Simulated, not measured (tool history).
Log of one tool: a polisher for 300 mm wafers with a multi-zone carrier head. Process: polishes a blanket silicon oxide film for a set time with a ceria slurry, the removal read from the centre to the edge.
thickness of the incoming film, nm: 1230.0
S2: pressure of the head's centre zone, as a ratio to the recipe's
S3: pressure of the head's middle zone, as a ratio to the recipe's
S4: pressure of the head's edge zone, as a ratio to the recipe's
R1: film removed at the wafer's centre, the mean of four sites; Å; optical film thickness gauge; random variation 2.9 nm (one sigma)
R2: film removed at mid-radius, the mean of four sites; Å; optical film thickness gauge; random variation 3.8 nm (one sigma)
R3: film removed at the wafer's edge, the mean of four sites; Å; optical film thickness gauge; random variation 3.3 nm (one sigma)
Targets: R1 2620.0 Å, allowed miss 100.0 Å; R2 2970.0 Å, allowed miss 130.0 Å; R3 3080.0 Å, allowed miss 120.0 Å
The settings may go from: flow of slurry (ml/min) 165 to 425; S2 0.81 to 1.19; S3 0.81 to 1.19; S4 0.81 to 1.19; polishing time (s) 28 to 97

Run 1, hour 0.0: flow of slurry (ml/min) 275, S2 1.00, S3 1.00, S4 1.00, polishing time (s) 62. Result: R1 3743.5 Å, R2 3657.8 Å, R3 3632.2 Å.
Run 2, hour 0.9: flow of slurry (ml/min) 275, S2 1.00, S3 1.04, S4 1.00, polishing time (s) 62. Result: R1 3758.0 Å, R2 3819.9 Å, R3 3636.6 Å.
Run 3, hour 2.2: flow of slurry (ml/min) 275, S2 1.00, S3 1.04, S4 0.95, polishing time (s) 62. Result: R1 3690.3 Å, R2 3791.4 Å, R3 3607.5 Å.
Run 4, hour 10.2: flow of slurry (ml/min) 275, S2 1.06, S3 1.04, S4 0.95, polishing time (s) 62. Result: R1 3880.3 Å, R2 3765.1 Å, R3 3536.3 Å.
Run 5, hour 15.1: flow of slurry (ml/min) 275, S2 1.06, S3 1.04, S4 0.95, polishing time (s) 51. Result: R1 3228.7 Å, R2 3115.3 Å, R3 2949.6 Å.
Run 6, hour 19.8: flow of slurry (ml/min) 275, S2 1.06, S3 1.04, S4 0.95, polishing time (s) 36. Result: R1 2256.9 Å, R2 2182.0 Å, R3 2100.2 Å.
Run 7, hour 21.3: flow of slurry (ml/min) 270, S2 1.00, S3 1.03, S4 0.99, polishing time (s) 41. Result: R1 2425.9 Å, R2 2441.0 Å, R3 2382.1 Å.
Run 8, hour 23.7: flow of slurry (ml/min) 270, S2 0.95, S3 1.02, S4 1.02, polishing time (s) 44. Result: R1 2459.6 Å, R2 2632.0 Å, R3 2625.5 Å.
Run 9, hour 30.3: flow of slurry (ml/min) 275, S2 0.93, S3 1.02, S4 1.05, polishing time (s) 45. Result: R1 2513.7 Å, R2 2646.6 Å, R3 2738.0 Å.
Run 10, hour 32.9: flow of slurry (ml/min) 295, S2 0.86, S3 1.12, S4 1.15, polishing time (s) 49. Result: R1 2525.2 Å, R2 3217.0 Å, R3 3115.3 Å.
Run 11, hour 36.5: flow of slurry (ml/min) 295, S2 0.87, S3 1.10, S4 1.15, polishing time (s) 49. Result: R1 2563.4 Å, R2 3124.1 Å, R3 3080.2 Å.

4 next moves are on the table. One of them brings every result within its allowed miss. Which?
Run A, hour 40.1: flow of slurry (ml/min) 285, S2 0.84, S3 0.90, S4 1.19, polishing time (s) 52. Result: R1 ?, R2 ?, R3 ?.
Run B, hour 40.1: flow of slurry (ml/min) 280, S2 0.91, S3 1.05, S4 1.17, polishing time (s) 48. Result: R1 ?, R2 ?, R3 ?.
Run C, hour 40.1: flow of slurry (ml/min) 330, S2 0.82, S3 1.08, S4 1.17, polishing time (s) 48. Result: R1 ?, R2 ?, R3 ?.
Run D, hour 40.1: flow of slurry (ml/min) 310, S2 0.82, S3 1.10, S4 1.14, polishing time (s) 51. Result: R1 ?, R2 ?, R3 ?.

move      R1      R2      R3
   A  2552.3  2756.6  3321.3
   B  2552.5  2876.3  3029.5
   C  2332.4  2984.3  3059.1
   D  2465.2  3203.6  3194.1
A: takes the result that was furthest off past its target
B: meets every target
C: brings the result that was furthest off to its target, and leaves another outside
D: further off than the last run
Answer: B
